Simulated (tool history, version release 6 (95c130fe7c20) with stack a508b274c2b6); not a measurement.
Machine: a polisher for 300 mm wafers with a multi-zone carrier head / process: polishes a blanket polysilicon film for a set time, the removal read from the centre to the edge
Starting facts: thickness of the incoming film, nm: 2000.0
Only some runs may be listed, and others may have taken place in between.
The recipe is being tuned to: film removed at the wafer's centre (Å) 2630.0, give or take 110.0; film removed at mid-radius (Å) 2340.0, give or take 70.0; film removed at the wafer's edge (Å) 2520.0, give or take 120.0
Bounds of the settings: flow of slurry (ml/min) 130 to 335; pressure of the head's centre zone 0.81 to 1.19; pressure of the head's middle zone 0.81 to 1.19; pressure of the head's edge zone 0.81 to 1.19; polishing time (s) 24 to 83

run  hour  flow of slurry (ml/min)  pressure of the head's centre zone  pressure of the head's middle zone  pressure of the head's edge zone  polishing time (s)  film removed at the wafer's centre (Å)  film removed at mid-radius (Å)  film removed at the wafer's edge (Å)
  1   0.0                      215                                1.00                                1.00                              1.00                  53                                  3930.0                          3755.2                                3723.9
  2   6.6                      205                                0.98                                0.96                              0.97                  48                                  3489.9                          3253.8                                3285.0
  3  11.2                      205                                0.98                                0.96                              0.97                  54                                  3949.9                          3721.1                                3726.9
  4  12.8                      205                                0.98                                0.96                              0.97                  67                                  4939.2                          4530.1                                4584.4
  5  18.2                      195                                0.96                                0.92                              0.95                  58                                  4054.4                          3770.3                                3859.3
  6  23.8                      195                                0.96                                0.92                              0.95                  47                                  3325.6                          3044.6                                3162.5
  7  25.3                      185                                0.94                                0.89                              0.92                  45                                  3102.7                          2836.8                                2852.0
  8  26.1                      180                                0.93                                0.87                              0.93                  43                                  2908.1                          2648.8                                2765.7
     27.9  -- centre zone pressure recalibrated
  9  27.9                      175                                0.92                                0.85                              0.92                  42                                  2634.7                          2532.9                                2756.9

Of the 5 settings listed for the next run, only one would bring every result within its allowed miss of target. Which one?
  A  29.7                      215                                0.91                                0.87                              0.90                  42                                       ?                               ?                                     ?
  B  29.7                      150                                0.92                                0.90                              0.91                  46                                       ?                               ?                                     ?
  C  29.7                      155                                0.86                                1.01                              0.93                  43                                       ?                               ?                                     ?
  D  29.7                      195                                1.00                                0.85                              0.91                  38                                       ?                               ?                                     ?
  E  29.7                      140                                0.99                                0.95                              0.81                  41                                       ?                               ?                                     ?

move  film removed at the wafer's centre (Å)  film removed at mid-radius (Å)  film removed at the wafer's edge (Å)
   A                                  2699.2                          2639.3                                2775.3
   B                                  2772.2                          2782.9                                2906.5
   C                                  2461.0                          2886.9                                2746.8
   D                                  2614.7                          2306.3                                2492.7
   E                                  2592.8                          2552.1                                2466.3
A: the biggest miss grows against the last run
B: the biggest miss grows against the last run
C: the biggest miss grows against the last run
D: hits every target within its allowed miss
E: the biggest miss grows against the last run
Correct choice: D, which meets every target
